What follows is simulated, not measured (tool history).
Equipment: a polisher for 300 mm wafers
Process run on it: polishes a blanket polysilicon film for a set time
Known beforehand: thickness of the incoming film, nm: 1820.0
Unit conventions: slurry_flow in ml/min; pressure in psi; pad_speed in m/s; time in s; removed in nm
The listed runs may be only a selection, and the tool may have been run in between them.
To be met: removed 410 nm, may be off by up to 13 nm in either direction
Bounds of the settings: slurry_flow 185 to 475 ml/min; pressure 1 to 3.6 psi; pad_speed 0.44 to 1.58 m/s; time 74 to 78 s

| run | hour | slurry_flow | pressure | pad_speed | time | removed |
|---|---|---|---|---|---|---|
| 1 | 0 | 305 | 2.3 | 1 | 74 | 563.41 |
| 2 | 3.9 | 305 | 2.7 | 1 | 74 | 641.43 |
| 3 | 11.8 | 305 | 2.7 | 0.9 | 74 | 593.06 |
| 4 | 19.9 | 305 | 2.7 | 1.12 | 74 | 713.3 |
| 5 | 24.8 | 305 | 2.7 | 1.12 | 78 | 740.94 |
| 6 | 26.1 | 305 | 2.2 | 1.12 | 78 | 608.27 |
| 7 | 30.2 | 305 | 2.1 | 1.12 | 78 | 587.31 |
| 8 | 33.1 | 305 | 2 | 1.12 | 78 | 564.78 |
| 9 | 37.8 | 305 | 1.9 | 1.12 | 78 | 542.95 |
| 10 | 39.1 | 305 | 1.8 | 1.12 | 78 | 514.19 |
| 11 | 47.2 | 305 | 1.7 | 1.12 | 78 | 482.21 |
| 12 | 52.6 | 305 | 1.6 | 1.12 | 78 | 450.65 |
| 13 | 59.5 | 305 | 1.5 | 1.12 | 78 | 425.65 |

Exercise: of the 5 proposed moves below, exactly one satisfies all targets within the stated allowed misses. Which move is it?
| A | 66.4 | 290 | 1.5 | 1.16 | 78 | ? |
| B | 66.4 | 415 | 1.8 | 0.92 | 78 | ? |
| C | 66.4 | 265 | 1.5 | 1.16 | 75 | ? |
| D | 66.4 | 320 | 1.5 | 1.16 | 78 | ? |
| E | 66.4 | 335 | 1.6 | 1.08 | 78 | ? |

| move | removed |
|---|---|
| A | 433.65 |
| B | 435.61 |
| C | 412.89 |
| D | 437.85 |
| E | 439.3 |
A: moves away from the targets compared with the last run
B: moves away from the targets compared with the last run
C: every result lands within tolerance
D: moves away from the targets compared with the last run
E: moves away from the targets compared with the last run
The right move is C.

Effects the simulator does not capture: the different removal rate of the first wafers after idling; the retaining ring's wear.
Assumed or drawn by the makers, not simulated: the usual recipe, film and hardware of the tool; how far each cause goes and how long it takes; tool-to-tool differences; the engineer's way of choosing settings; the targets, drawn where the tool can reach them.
